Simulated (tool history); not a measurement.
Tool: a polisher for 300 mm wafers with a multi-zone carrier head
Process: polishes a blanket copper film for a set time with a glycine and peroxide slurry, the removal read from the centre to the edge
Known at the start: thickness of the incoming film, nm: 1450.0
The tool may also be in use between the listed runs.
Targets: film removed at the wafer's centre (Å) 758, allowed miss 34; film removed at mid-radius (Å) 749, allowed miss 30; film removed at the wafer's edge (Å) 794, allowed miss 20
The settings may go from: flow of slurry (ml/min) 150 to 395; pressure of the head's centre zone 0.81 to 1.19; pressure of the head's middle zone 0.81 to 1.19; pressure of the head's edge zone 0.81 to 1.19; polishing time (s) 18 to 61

run,hour,flow of slurry (ml/min),pressure of the head's centre zone,pressure of the head's middle zone,pressure of the head's edge zone,polishing time (s),film removed at the wafer's centre (Å),film removed at mid-radius (Å),film removed at the wafer's edge (Å)
1,0,250,1,1,1,39,1122.9,1203.2,1146.8
2,4.6,315,1,1,1,39,1176.8,1215.6,1162.3
3,10.2,315,0.99,0.98,0.99,37,1121.7,1122.3,1090.9
4,11.4,315,1.03,0.98,0.99,37,1157.8,1107.3,1093.8
5,16.8,270,1.03,0.98,0.99,37,1139.6,1105.4,1089.5
6,19.7,270,1.03,0.98,0.99,30,881.45,890.56,885.27
7,22,265,1.02,0.97,0.98,30,901.99,880.42,882.91
8,23.1,260,1.01,0.96,0.98,30,892.81,883.83,876.29
9,25,255,1,0.95,0.98,30,868.68,886.43,885.36
10,27.6,255,1,0.94,0.98,30,866.33,854.61,888.08
11,35.6,255,0.99,0.93,0.97,30,860.23,850.95,872.64
12,43.6,250,0.98,0.92,0.96,30,851.66,849.23,861.8
13,45.5,245,0.97,0.91,0.96,30,835.12,841.8,864.07
14,52.5,240,0.97,0.9,0.95,30,864.02,821.81,870.06
15,57.6,240,0.96,0.9,0.94,30,813.21,800.21,857.6
16,64,240,0.96,0.9,0.93,30,857.88,817.25,850.83
17,66.8,205,0.87,0.85,0.9,28,678.24,721.55,769.56
18,71.5,210,0.88,0.85,0.9,28,713.14,740.52,777.41
19,74.6,215,0.88,0.85,0.9,28,728.95,715.08,773.46
20,81.5,230,0.89,0.87,0.91,28,721.08,757.38,790.11

Which of these 4 next moves meets every target?
A,88.4,235,0.85,0.91,0.92,28,?,?,?
B,88.4,220,0.81,0.82,0.93,29,?,?,?
C,88.4,205,0.92,0.85,0.88,29,?,?,?
D,88.4,150,0.86,0.86,0.91,29,?,?,?

move,film removed at the wafer's centre (Å),film removed at mid-radius (Å),film removed at the wafer's edge (Å)
A,695.3,768.94,792.54
B,680.7,726.02,821.7
C,766.15,741.56,796.17
D,686.12,720.63,785.84
A: further off than the last run
B: further off than the last run
C: meets every target
D: further off than the last run
The right move is C.
